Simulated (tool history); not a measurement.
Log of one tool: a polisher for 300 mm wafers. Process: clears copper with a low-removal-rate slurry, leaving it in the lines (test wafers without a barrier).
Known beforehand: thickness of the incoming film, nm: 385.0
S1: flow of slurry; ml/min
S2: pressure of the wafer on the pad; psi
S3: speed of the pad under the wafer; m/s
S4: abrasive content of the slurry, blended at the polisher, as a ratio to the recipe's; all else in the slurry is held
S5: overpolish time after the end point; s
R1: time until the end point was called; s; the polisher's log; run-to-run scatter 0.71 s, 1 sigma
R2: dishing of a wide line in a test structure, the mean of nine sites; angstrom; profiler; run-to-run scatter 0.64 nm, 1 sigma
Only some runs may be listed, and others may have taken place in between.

run  hour   S1   S2    S3   S4  S5       R1      R2
  1   0.0  120  3.6  0.92  1.0  17  128.570  255.31
  2   4.4  120  3.6  0.92  0.9  17  129.680  256.40
  3  11.2  125  3.9  0.92  0.9  17  120.060  252.87
  4  15.9  125  3.9  0.80  0.9  17  138.850  249.37
  5  18.4  150  3.9  0.80  0.9  17  132.580  254.63
  6  20.8  150  3.9  0.88  0.9  17  120.200  264.99

Estimate the outcome of run 7 from the log above:
  7  23.3  165  4.9  0.88  0.9  21   ?   ?

{"run 7": {"R1": 99.205, "R2": 319.5}}
